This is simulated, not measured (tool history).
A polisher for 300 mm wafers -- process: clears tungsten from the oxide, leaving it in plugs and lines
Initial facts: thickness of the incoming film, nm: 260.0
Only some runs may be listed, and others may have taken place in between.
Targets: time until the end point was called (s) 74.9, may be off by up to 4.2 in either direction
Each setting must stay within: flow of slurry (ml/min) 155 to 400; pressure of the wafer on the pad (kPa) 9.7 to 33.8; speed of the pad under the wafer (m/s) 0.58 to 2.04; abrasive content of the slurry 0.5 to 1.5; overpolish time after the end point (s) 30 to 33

run  hour  flow of slurry (ml/min)  pressure of the wafer on the pad (kPa)  speed of the pad under the wafer (m/s)  abrasive content of the slurry  overpolish time after the end point (s)  time until the end point was called (s)
  1     0                      255                                    21.4                                     1.3                               1                                       30                                   45.209
  2   8.1                      255                                    21.4                                     1.3                               1                                       30                                   45.305
  3  10.2                      255                                    18.6                                    1.28                               1                                       30                                   51.725
  4  11.9                      255                                    16.5                                    1.26                               1                                       30                                   58.535
  5  15.3                      255                                    20.7                                    1.26                               1                                       30                                   46.617
  6  16.7                      255                                    18.6                                    1.24                               1                                       30                                   54.307
  7  23.2                      255                                    17.2                                    1.24                               1                                       30                                   58.061
  8  31.1                      255                                    15.9                                    1.24                               1                                       30                                   62.603
  9    36                      255                                    15.2                                    1.24                               1                                       30                                   65.375
 10  43.8                      255                                    14.5                                    1.24                               1                                       30                                   67.703

Exactly one of the 4 candidate moves below puts every result within its allowed miss. Which one?
  A  51.6                      275                                    13.8                                    1.38                             0.6                                       30                                        ?
  B  51.6                      210                                    10.3                                     1.9                            1.05                                       31                                        ?
  C  51.6                      230                                    13.8                                    1.04                            1.05                                       30                                        ?
  D  51.6                      270                                    16.5                                    0.92                             0.8                                       30                                        ?

move  time until the end point was called (s)
   A                                   74.279
   B                                   62.616
   C                                   84.778
   D                                    85.05
A: every result within its allowed miss
B: lands further from the targets than the last run did
C: takes the result that was furthest off past its target
D: takes the result that was furthest off past its target
Go with A: it meets all targets.
